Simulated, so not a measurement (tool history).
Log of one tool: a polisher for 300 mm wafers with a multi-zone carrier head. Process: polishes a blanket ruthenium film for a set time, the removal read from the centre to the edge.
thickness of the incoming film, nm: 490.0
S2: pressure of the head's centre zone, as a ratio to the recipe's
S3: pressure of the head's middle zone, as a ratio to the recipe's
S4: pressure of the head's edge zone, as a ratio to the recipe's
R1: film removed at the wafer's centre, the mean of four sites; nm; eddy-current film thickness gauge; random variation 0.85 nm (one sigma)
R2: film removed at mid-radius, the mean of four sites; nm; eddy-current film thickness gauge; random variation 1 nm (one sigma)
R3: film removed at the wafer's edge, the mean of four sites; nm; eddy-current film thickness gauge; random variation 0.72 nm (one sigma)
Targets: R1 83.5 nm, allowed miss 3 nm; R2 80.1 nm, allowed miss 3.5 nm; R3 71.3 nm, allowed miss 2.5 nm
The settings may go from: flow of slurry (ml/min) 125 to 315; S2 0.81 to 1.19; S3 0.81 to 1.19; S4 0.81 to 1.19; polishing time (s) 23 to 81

Run 1, hour 0: flow of slurry (ml/min) 205, S2 1, S3 1, S4 1, polishing time (s) 52. Result: R1 63.862 nm, R2 65.491 nm, R3 62.716 nm.
Run 2, hour 3.7: flow of slurry (ml/min) 215, S2 1.03, S3 1.02, S4 1.01, polishing time (s) 53. Result: R1 67.037 nm, R2 67.663 nm, R3 65.269 nm.
Run 3, hour 4.7: flow of slurry (ml/min) 215, S2 1.03, S3 0.94, S4 1.01, polishing time (s) 53. Result: R1 67.814 nm, R2 63.635 nm, R3 65.422 nm.
Run 4, hour 10.1: flow of slurry (ml/min) 220, S2 1.05, S3 0.97, S4 1.01, polishing time (s) 54. Result: R1 70.507 nm, R2 66.123 nm, R3 67.249 nm.
Run 5, hour 18.4: flow of slurry (ml/min) 220, S2 1.01, S3 0.97, S4 1.01, polishing time (s) 54. Result: R1 67.534 nm, R2 65.452 nm, R3 66.816 nm.
Run 6, hour 20.3: flow of slurry (ml/min) 220, S2 0.94, S3 0.97, S4 1.01, polishing time (s) 54. Result: R1 62.336 nm, R2 66.328 nm, R3 66.252 nm.
Run 7, hour 29.3: flow of slurry (ml/min) 225, S2 0.98, S3 1, S4 1, polishing time (s) 55. Result: R1 67.383 nm, R2 70.943 nm, R3 68.736 nm.
Run 8, hour 34.5: flow of slurry (ml/min) 280, S2 1.08, S3 1.06, S4 0.92, polishing time (s) 55. Result: R1 75.045 nm, R2 73.808 nm, R3 65.307 nm.
Run 9, hour 35.1: flow of slurry (ml/min) 280, S2 1.09, S3 1.07, S4 0.93, polishing time (s) 55. Result: R1 76.259 nm, R2 75.947 nm, R3 66.505 nm.

5 next moves are on the table. One of them brings every result within its allowed miss. Which?
Run A, hour 35.7: flow of slurry (ml/min) 260, S2 1.15, S3 1.19, S4 0.88, polishing time (s) 56. Result: R1 ?, R2 ?, R3 ?.
Run B, hour 35.7: flow of slurry (ml/min) 315, S2 1.19, S3 1.08, S4 0.81, polishing time (s) 53. Result: R1 ?, R2 ?, R3 ?.
Run C, hour 35.7: flow of slurry (ml/min) 285, S2 0.94, S3 1.02, S4 1.05, polishing time (s) 55. Result: R1 ?, R2 ?, R3 ?.
Run D, hour 35.7: flow of slurry (ml/min) 290, S2 1.12, S3 1.08, S4 0.96, polishing time (s) 58. Result: R1 ?, R2 ?, R3 ?.
Run E, hour 35.7: flow of slurry (ml/min) 310, S2 1.19, S3 1.18, S4 0.83, polishing time (s) 55. Result: R1 ?, R2 ?, R3 ?.

move      R1      R2      R3
   A   82.32  81.523  65.263
   B  82.298  72.336  60.488
   C  66.611  70.896  70.348
   D      84  78.558  71.075
   E  85.325  80.882  63.288
A: brings the result that was furthest off to its target, and leaves another outside
B: brings the result that was furthest off to its target, and leaves another outside
C: further off than the last run
D: meets every target
E: brings the result that was furthest off to its target, and leaves another outside
Move D is the one to make.
